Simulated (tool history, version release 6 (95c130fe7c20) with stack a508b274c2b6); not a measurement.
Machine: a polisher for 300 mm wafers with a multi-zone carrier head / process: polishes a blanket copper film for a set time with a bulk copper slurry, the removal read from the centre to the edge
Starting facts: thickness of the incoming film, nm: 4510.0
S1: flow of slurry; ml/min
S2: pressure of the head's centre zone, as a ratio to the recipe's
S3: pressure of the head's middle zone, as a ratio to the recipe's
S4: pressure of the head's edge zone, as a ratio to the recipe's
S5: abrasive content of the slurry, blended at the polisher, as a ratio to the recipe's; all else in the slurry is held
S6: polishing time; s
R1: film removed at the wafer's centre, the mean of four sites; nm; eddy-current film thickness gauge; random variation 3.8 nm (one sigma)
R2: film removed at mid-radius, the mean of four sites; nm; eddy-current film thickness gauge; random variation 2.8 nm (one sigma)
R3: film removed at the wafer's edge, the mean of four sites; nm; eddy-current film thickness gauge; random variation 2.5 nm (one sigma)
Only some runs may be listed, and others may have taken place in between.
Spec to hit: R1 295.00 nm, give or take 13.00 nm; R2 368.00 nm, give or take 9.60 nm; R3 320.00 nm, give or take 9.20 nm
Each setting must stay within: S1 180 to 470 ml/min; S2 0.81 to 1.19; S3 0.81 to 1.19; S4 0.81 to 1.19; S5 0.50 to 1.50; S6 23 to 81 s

Run 1, day 0.000: S1 300 ml/min, S2 1.00, S3 1.00, S4 1.00, S5 1.00, S6 52 s. Result: R1 611.36 nm, R2 621.48 nm, R3 613.76 nm.
Run 2, day 0.317: S1 300 ml/min, S2 1.00, S3 1.00, S4 1.00, S5 0.90, S6 52 s. Result: R1 633.28 nm, R2 619.03 nm, R3 603.61 nm.
Run 3, day 0.575: S1 290 ml/min, S2 0.96, S3 1.01, S4 0.97, S5 0.90, S6 46 s. Result: R1 528.63 nm, R2 553.12 nm, R3 526.75 nm.
Run 4, day 0.738: S1 290 ml/min, S2 0.96, S3 1.01, S4 0.97, S5 0.90, S6 37 s. Result: R1 412.67 nm, R2 436.54 nm, R3 425.19 nm.
Run 5, day 0.771: S1 290 ml/min, S2 0.96, S3 0.98, S4 0.97, S5 0.90, S6 37 s. Result: R1 422.21 nm, R2 434.43 nm, R3 424.22 nm.
Run 6, day 1.133: S1 285 ml/min, S2 0.93, S3 1.00, S4 0.95, S5 0.85, S6 35 s. Result: R1 384.53 nm, R2 417.08 nm, R3 392.64 nm.
Run 7, day 1.192: S1 285 ml/min, S2 0.93, S3 1.00, S4 0.95, S5 0.85, S6 35 s. Result: R1 385.30 nm, R2 410.72 nm, R3 389.33 nm.
Run 8, day 1.396: S1 275 ml/min, S2 0.90, S3 1.02, S4 0.95, S5 0.80, S6 34 s. Result: R1 355.82 nm, R2 405.14 nm, R3 378.60 nm.
Run 9, day 1.529: S1 270 ml/min, S2 0.85, S3 1.04, S4 0.85, S5 0.55, S6 31 s. Result: R1 294.03 nm, R2 356.60 nm, R3 309.12 nm.
Run 10, day 1.575: S1 275 ml/min, S2 0.85, S3 1.04, S4 0.86, S5 0.55, S6 31 s. Result: R1 288.94 nm, R2 358.48 nm, R3 311.86 nm.
Run 11, day 1.796: S1 280 ml/min, S2 0.85, S3 1.04, S4 0.87, S5 0.55, S6 31 s. Result: R1 292.51 nm, R2 359.96 nm, R3 314.09 nm.
Run 12, day 1.979: S1 285 ml/min, S2 0.85, S3 1.04, S4 0.87, S5 0.55, S6 31 s. Result: R1 296.12 nm, R2 354.49 nm, R3 315.54 nm.

Consider the 5 candidate settings below. Which is the only one whose results all fall within their allowed miss of target?
Run A, day 2.162: S1 310 ml/min, S2 0.92, S3 1.06, S4 1.03, S5 0.50, S6 30 s. Result: R1 ?, R2 ?, R3 ?.
Run B, day 2.162: S1 180 ml/min, S2 0.88, S3 1.10, S4 0.91, S5 0.75, S6 31 s. Result: R1 ?, R2 ?, R3 ?.
Run C, day 2.162: S1 365 ml/min, S2 0.93, S3 0.96, S4 0.89, S5 0.50, S6 31 s. Result: R1 ?, R2 ?, R3 ?.
Run D, day 2.162: S1 275 ml/min, S2 0.81, S3 0.99, S4 0.92, S5 0.50, S6 31 s. Result: R1 ?, R2 ?, R3 ?.
Run E, day 2.162: S1 400 ml/min, S2 0.85, S3 0.89, S4 0.85, S5 0.50, S6 32 s. Result: R1 ?, R2 ?, R3 ?.

move      R1      R2      R3
   A  311.61  349.65  331.34
   B  299.21  365.11  321.66
   C  330.45  337.12  323.90
   D  279.53  337.12  322.08
   E  313.99  329.18  329.69
A: further off than the last run
B: hits every target within its allowed miss
C: further off than the last run
D: further off than the last run
E: further off than the last run
Move B is the one to make.
